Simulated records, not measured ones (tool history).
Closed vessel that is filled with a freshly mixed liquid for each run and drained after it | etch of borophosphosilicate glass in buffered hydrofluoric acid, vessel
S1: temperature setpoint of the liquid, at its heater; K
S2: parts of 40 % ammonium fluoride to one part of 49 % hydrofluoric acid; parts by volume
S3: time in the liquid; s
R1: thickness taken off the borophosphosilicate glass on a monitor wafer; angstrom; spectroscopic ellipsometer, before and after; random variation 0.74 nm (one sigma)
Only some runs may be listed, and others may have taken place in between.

| run | hour | S1 | S2 | S3 | R1 |
|---|---|---|---|---|---|
| 1 | 0 | 296.15 | 17.5 | 90 | 1361.3 |
| 2 | 7.6 | 295.65 | 17.5 | 90 | 1331.1 |
| 3 | 16.1 | 295.15 | 17.5 | 90 | 1297.5 |
| 4 | 17 | 296.65 | 17.5 | 90 | 1404.5 |
| 5 | 23.3 | 295.65 | 17.5 | 90 | 1344.5 |
| 6 | 27.8 | 297.65 | 17.5 | 90 | 1480.7 |

Run 7, settings as shown, results not yet in. Your forecast:
| 7 | 33.8 | 296.15 | 17.5 | 90 | ? |

{"run 7": {"R1": 1370.6}}
